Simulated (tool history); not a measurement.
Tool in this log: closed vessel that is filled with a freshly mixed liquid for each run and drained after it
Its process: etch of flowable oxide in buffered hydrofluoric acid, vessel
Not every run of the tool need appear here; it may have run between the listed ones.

| run | hour | temperature setpoint of the liquid (°C) | parts of 40 % ammonium fluoride to one part of 49 % hydrofluoric acid (parts by volume) | time in the liquid (s) | thickness taken off the flowable oxide on a monitor wafer (Å) |
|---|---|---|---|---|---|
| 1 | 0 | 23 | 23 | 30 | 291.05 |
| 2 | 8.8 | 24 | 23 | 30 | 307.73 |
| 3 | 15.5 | 24 | 27 | 30 | 276.58 |
| 4 | 24.9 | 25 | 27 | 30 | 292 |
| 5 | 26.7 | 23.5 | 27 | 30 | 268.8 |
| 6 | 34.4 | 23.5 | 27 | 30 | 268.07 |
| 7 | 43.7 | 25 | 27 | 30 | 290.97 |
|  | 46.4 | thermometer replaced |
| 8 | 46.4 | 26 | 27 | 30 | 335.34 |
| 9 | 47.9 | 26.5 | 27 | 30 | 343.28 |
| 10 | 51.3 | 27 | 27 | 30 | 351.13 |

Run 11 has not been measured yet. What should we expect?
| 11 | 52.2 | 27.5 | 27 | 30 | ? |

thickness taken off the flowable oxide on a monitor wafer (Å): 361.19
